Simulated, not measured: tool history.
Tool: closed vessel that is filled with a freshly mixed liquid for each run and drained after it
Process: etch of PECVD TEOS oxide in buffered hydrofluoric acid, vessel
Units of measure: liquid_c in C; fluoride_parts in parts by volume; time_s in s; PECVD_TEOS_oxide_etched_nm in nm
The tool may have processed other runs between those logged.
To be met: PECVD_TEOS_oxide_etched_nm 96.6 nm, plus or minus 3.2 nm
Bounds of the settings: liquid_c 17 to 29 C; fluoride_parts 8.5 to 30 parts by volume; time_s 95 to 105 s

run  hour  liquid_c  fluoride_parts  time_s  PECVD_TEOS_oxide_etched_nm
  1     0        21            23.5      95                      60.917
  2   5.9      23.5              23      95                      71.282
  3   9.3        25              23      95                      76.286
  4  10.7        26            22.5      95                      81.725
  5  13.4        27            22.5      95                      87.249
  6  20.4        27            26.5      95                      77.752
  7  23.2      27.5            25.5      95                      81.874
  8  31.1        28            24.5      95                      86.674
  9    33      28.5              24      95                      91.045
 10  40.1      28.5            23.5      95                       91.47
 11  41.6      28.5              23      95                      92.421

Pick the move, out of 5, that brings all results within their allowed miss; only one does.
  A  43.1        29              27     100                           ?
  B  43.1        27            21.5      95                           ?
  C  43.1      27.5            24.5     100                           ?
  D  43.1      25.5              21     100                           ?
  E  43.1      27.5              20      95                           ?

move  PECVD_TEOS_oxide_etched_nm
   A                      89.333
   B                      89.116
   C                      88.104
   D                      87.913
   E                      96.193
A: lands further from the targets than the last run did
B: lands further from the targets than the last run did
C: lands further from the targets than the last run did
D: lands further from the targets than the last run did
E: meets every target
The move that meets every target is E.

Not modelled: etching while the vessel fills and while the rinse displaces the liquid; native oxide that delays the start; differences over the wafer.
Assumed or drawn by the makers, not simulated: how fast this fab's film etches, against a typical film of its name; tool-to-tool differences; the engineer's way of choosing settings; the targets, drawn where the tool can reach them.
